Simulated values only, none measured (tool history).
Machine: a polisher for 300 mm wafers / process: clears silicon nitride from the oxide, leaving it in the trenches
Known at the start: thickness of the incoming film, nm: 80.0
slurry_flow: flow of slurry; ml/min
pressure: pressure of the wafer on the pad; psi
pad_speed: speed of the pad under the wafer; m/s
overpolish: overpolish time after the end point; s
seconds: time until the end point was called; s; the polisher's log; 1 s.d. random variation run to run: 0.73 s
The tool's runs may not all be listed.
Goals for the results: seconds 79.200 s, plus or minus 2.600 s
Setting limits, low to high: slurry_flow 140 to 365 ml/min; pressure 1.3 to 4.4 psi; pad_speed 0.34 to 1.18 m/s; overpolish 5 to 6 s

run	hour	slurry_flow	pressure	pad_speed	overpolish	seconds
1	0.0	235	2.8	0.76	6	115.280
2	8.1	235	2.2	0.76	6	141.410
3	11.0	235	2.5	0.76	6	126.620
4	13.8	235	1.9	0.76	6	155.040
5	18.4	235	2.3	0.76	6	135.160
6	26.3	235	1.9	0.76	6	154.430
7	28.6	235	2.3	0.76	6	134.250
8	32.3	235	2.6	0.76	6	123.260
9	34.5	235	2.8	0.76	6	114.420
10	43.5	235	3.0	0.76	6	108.020
11	47.0	235	3.2	0.76	6	102.790
12	47.7	235	3.4	0.76	6	96.644
13	54.6	235	3.5	0.76	6	96.346
14	63.3	235	3.6	0.76	6	93.478
15	66.1	235	3.7	0.76	6	91.345
16	71.0	235	3.8	0.76	6	89.520
17	78.4	235	3.9	0.76	6	85.311
18	79.9	240	4.0	0.76	6	84.337
19	84.3	240	4.1	0.76	6	82.625

Below are 4 possible settings for the next run. Only one of them brings all results inside the allowed miss of their targets. Which is it?
A	88.7	275	3.2	0.96	6	?
B	88.7	230	4.3	0.70	6	?
C	88.7	220	4.3	0.76	5	?
D	88.7	195	4.4	0.88	6	?

move	seconds
A	86.177
B	85.468
C	81.272
D	73.074
A: further off than the last run
B: further off than the last run
C: each result inside its tolerance
D: takes the result that was furthest off past its target
Go with C: it meets all targets.
